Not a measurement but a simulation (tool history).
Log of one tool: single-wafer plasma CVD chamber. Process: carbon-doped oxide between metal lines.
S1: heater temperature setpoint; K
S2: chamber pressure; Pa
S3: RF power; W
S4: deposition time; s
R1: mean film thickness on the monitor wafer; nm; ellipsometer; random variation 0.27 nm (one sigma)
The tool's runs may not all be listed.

| run | hour | S1 | S2 | S3 | S4 | R1 |
|---|---|---|---|---|---|---|
| 1 | 0.0 | 613.15 | 825 | 445 | 14.6 | 80.606 |
| 2 | 2.9 | 622.15 | 825 | 445 | 14.6 | 79.127 |
| 3 | 4.0 | 629.15 | 825 | 445 | 14.6 | 77.114 |
| 4 | 7.8 | 627.15 | 847 | 450 | 14.6 | 78.243 |
| 5 | 16.8 | 627.15 | 981 | 450 | 14.6 | 78.990 |
| 6 | 22.6 | 625.15 | 991 | 455 | 14.6 | 79.920 |

The next listed run, before its measurement:
| 7 | 26.2 | 623.15 | 997 | 460 | 14.6 | ? |

{"run 7": {"R1": 81.413}}
